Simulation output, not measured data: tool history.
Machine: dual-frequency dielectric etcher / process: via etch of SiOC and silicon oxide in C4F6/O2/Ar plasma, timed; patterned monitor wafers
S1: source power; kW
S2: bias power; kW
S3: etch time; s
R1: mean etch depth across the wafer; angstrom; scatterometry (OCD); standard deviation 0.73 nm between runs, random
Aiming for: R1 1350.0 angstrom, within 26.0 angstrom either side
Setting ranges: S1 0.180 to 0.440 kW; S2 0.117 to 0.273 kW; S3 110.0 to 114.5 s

run  hour     S1     S2     S3      R1
  1   0.0  0.310  0.195  110.0  1125.9
  2   4.7  0.330  0.199  110.0  1154.6
  3  12.0  0.350  0.205  110.0  1193.9
  4  18.3  0.360  0.209  110.0  1221.4
  5  22.9  0.370  0.211  110.0  1240.5
  6  30.9  0.310  0.211  110.0  1134.3
  7  39.5  0.330  0.214  110.0  1184.2
  8  43.2  0.390  0.222  110.0  1298.7
  9  51.9  0.390  0.223  110.0  1297.6
 10  56.6  0.390  0.224  110.0  1297.3
 11  63.3  0.390  0.225  110.0  1302.2
 12  69.5  0.390  0.226  110.0  1291.7

Which of these 4 next moves meets every target?
  A  75.7  0.400  0.186  111.5   ?
  B  75.7  0.400  0.251  110.0   ?
  C  75.7  0.360  0.211  110.0   ?
  D  75.7  0.340  0.248  110.5   ?

move      R1
   A  1278.7
   B  1357.5
   C  1230.9
   D  1249.9
A: the biggest miss grows against the last run
B: all results land within tolerance of their targets
C: the biggest miss grows against the last run
D: the biggest miss grows against the last run
B meets every target.
